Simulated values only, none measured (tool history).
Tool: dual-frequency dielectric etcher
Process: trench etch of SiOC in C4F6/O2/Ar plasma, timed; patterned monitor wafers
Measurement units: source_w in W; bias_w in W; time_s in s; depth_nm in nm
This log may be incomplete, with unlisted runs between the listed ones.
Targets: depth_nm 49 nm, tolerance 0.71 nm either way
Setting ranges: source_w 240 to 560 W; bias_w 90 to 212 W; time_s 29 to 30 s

{"run": 1, "day": 0.0, "source_w": 400, "bias_w": 151, "time_s": 29, "depth_nm": 58.842}
{"run": 2, "day": 0.3, "source_w": 430, "bias_w": 151, "time_s": 29, "depth_nm": 60.986}
{"run": 3, "day": 0.621, "source_w": 430, "bias_w": 141, "time_s": 29, "depth_nm": 59.916}
{"run": 4, "day": 0.688, "source_w": 380, "bias_w": 139, "time_s": 29, "depth_nm": 55.887}
{"run": 5, "day": 0.733, "source_w": 380, "bias_w": 118, "time_s": 29, "depth_nm": 53.569}
{"run": 6, "day": 0.788, "source_w": 400, "bias_w": 118, "time_s": 29, "depth_nm": 54.645}
{"run": 7, "day": 0.896, "source_w": 320, "bias_w": 112, "time_s": 29, "depth_nm": 48.045}
{"run": 8, "day": 0.992, "source_w": 320, "bias_w": 112, "time_s": 29, "depth_nm": 48.182}

Below are 5 possible settings for the next run. Only one of them brings all results inside the allowed miss of their targets. Which is it?
{"run": "A", "day": 1.088, "source_w": 290, "bias_w": 125, "time_s": 30, "depth_nm": "?"}
{"run": "B", "day": 1.088, "source_w": 370, "bias_w": 99, "time_s": 29, "depth_nm": "?"}
{"run": "C", "day": 1.088, "source_w": 300, "bias_w": 117, "time_s": 29, "depth_nm": "?"}
{"run": "D", "day": 1.088, "source_w": 310, "bias_w": 104, "time_s": 29.5, "depth_nm": "?"}
{"run": "E", "day": 1.088, "source_w": 310, "bias_w": 106, "time_s": 29.5, "depth_nm": "?"}

move=A depth_nm=48.895
move=B depth_nm=50.164
move=C depth_nm=47.186
move=D depth_nm=47.195
move=E depth_nm=47.454
A: each result inside its tolerance
B: the result that was furthest off in the last run now lies on the other side of its target
C: its largest miss is bigger than the last run's
D: its largest miss is bigger than the last run's
E: its largest miss is bigger than the last run's
Answer: A
